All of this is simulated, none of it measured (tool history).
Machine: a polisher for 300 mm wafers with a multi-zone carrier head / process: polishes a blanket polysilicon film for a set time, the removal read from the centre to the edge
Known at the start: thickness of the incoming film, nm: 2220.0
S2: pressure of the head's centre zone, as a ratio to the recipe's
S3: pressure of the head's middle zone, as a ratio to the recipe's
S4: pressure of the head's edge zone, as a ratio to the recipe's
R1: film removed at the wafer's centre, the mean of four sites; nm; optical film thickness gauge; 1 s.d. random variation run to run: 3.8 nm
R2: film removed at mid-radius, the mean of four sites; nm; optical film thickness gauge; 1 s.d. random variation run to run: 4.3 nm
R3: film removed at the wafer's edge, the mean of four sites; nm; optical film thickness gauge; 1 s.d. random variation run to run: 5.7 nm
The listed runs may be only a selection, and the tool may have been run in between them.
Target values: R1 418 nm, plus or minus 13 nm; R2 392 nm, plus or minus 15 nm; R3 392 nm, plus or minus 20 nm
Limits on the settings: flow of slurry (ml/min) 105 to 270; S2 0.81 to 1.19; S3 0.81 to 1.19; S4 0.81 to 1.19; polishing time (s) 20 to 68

Run 1, hour 0: flow of slurry (ml/min) 175, S2 1, S3 1, S4 1, polishing time (s) 44. Result: R1 316.49 nm, R2 328.91 nm, R3 300.39 nm.
Run 2, hour 7.7: flow of slurry (ml/min) 175, S2 1, S3 0.96, S4 1, polishing time (s) 44. Result: R1 325.93 nm, R2 309.36 nm, R3 307.41 nm.
Run 3, hour 8.6: flow of slurry (ml/min) 175, S2 1, S3 0.93, S4 1, polishing time (s) 44. Result: R1 319.62 nm, R2 310.83 nm, R3 310.34 nm.
Run 4, hour 9.6: flow of slurry (ml/min) 180, S2 1.01, S3 0.93, S4 1.01, polishing time (s) 45. Result: R1 335.16 nm, R2 308.19 nm, R3 313.35 nm.
Run 5, hour 11.8: flow of slurry (ml/min) 180, S2 1.01, S3 0.96, S4 1.01, polishing time (s) 45. Result: R1 331.02 nm, R2 321.2 nm, R3 321.61 nm.
Run 6, hour 14.9: flow of slurry (ml/min) 180, S2 0.97, S3 0.96, S4 1.01, polishing time (s) 45. Result: R1 319.41 nm, R2 323.3 nm, R3 323.7 nm.
Run 7, hour 20.4: flow of slurry (ml/min) 185, S2 0.98, S3 0.97, S4 1.02, polishing time (s) 46. Result: R1 329.03 nm, R2 329.94 nm, R3 326.35 nm.
Run 8, hour 29.1: flow of slurry (ml/min) 185, S2 0.99, S3 0.97, S4 1.03, polishing time (s) 47. Result: R1 341.4 nm, R2 348.92 nm, R3 327.72 nm.
Run 9, hour 30.5: flow of slurry (ml/min) 225, S2 1.01, S3 0.87, S4 1.12, polishing time (s) 54. Result: R1 413.51 nm, R2 361.68 nm, R3 412.78 nm.

Which one of the following 5 next-run settings gets every result inside its allowed miss? There is exactly one.
Run A, hour 31.9: flow of slurry (ml/min) 220, S2 0.95, S3 0.92, S4 1.12, polishing time (s) 57. Result: R1 ?, R2 ?, R3 ?.
Run B, hour 31.9: flow of slurry (ml/min) 260, S2 0.94, S3 0.81, S4 1.19, polishing time (s) 57. Result: R1 ?, R2 ?, R3 ?.
Run C, hour 31.9: flow of slurry (ml/min) 210, S2 1.03, S3 0.82, S4 1.14, polishing time (s) 52. Result: R1 ?, R2 ?, R3 ?.
Run D, hour 31.9: flow of slurry (ml/min) 205, S2 1.04, S3 0.96, S4 1.03, polishing time (s) 54. Result: R1 ?, R2 ?, R3 ?.
Run E, hour 31.9: flow of slurry (ml/min) 245, S2 1.02, S3 0.98, S4 1.07, polishing time (s) 50. Result: R1 ?, R2 ?, R3 ?.

move      R1      R2      R3
   A  410.35  404.84  450.16
   B  415.15  372.15  470.21
   C  402.94  333.59  412.38
   D  421.31  393.36   408.5
   E  392.83  379.48  391.03
A: the worst result of the last run now meets its target, but another is out of spec
B: its largest miss is bigger than the last run's
C: its largest miss is bigger than the last run's
D: every result lands within tolerance
E: the worst result of the last run now meets its target, but another is out of spec
The move that meets every target is D.

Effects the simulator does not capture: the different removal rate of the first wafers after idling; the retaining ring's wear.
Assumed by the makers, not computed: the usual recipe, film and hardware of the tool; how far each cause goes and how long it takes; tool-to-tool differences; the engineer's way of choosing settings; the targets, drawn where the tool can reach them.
